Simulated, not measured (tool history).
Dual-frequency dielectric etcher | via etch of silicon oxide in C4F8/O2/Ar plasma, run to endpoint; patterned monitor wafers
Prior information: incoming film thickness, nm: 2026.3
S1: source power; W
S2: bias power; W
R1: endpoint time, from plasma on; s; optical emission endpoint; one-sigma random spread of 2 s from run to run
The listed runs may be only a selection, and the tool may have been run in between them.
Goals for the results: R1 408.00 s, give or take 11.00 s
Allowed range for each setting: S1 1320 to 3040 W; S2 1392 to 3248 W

Run 1, day 0.000: S1 2180 W, S2 2320 W. Result: R1 361.54 s.
Run 2, day 0.225: S1 2180 W, S2 2592 W. Result: R1 345.05 s.
Run 3, day 0.596: S1 1980 W, S2 2508 W. Result: R1 357.98 s.
Run 4, day 0.833: S1 1820 W, S2 2508 W. Result: R1 367.78 s.
Run 5, day 1.096: S1 2030 W, S2 2508 W. Result: R1 357.41 s.
Run 6, day 1.188: S1 1880 W, S2 2393 W. Result: R1 370.33 s.
Run 7, day 1.550: S1 1770 W, S2 2303 W. Result: R1 385.08 s.
Run 8, day 1.721: S1 1700 W, S2 2270 W. Result: R1 384.89 s.

Of the 4 settings listed for the next run, only one would bring every result within its allowed miss of target. Which one?
Run A, day 1.892: S1 1800 W, S2 1694 W. Result: R1 ?.
Run B, day 1.892: S1 1500 W, S2 2171 W. Result: R1 ?.
Run C, day 1.892: S1 1320 W, S2 2060 W. Result: R1 ?.
Run D, day 1.892: S1 1380 W, S2 1866 W. Result: R1 ?.

move      R1
   A  426.93
   B  410.65
   C  433.75
   D  444.67
A: takes the result that was furthest off past its target
B: all results in spec
C: takes the result that was furthest off past its target
D: takes the result that was furthest off past its target
B is the move that brings every result within its allowed miss.

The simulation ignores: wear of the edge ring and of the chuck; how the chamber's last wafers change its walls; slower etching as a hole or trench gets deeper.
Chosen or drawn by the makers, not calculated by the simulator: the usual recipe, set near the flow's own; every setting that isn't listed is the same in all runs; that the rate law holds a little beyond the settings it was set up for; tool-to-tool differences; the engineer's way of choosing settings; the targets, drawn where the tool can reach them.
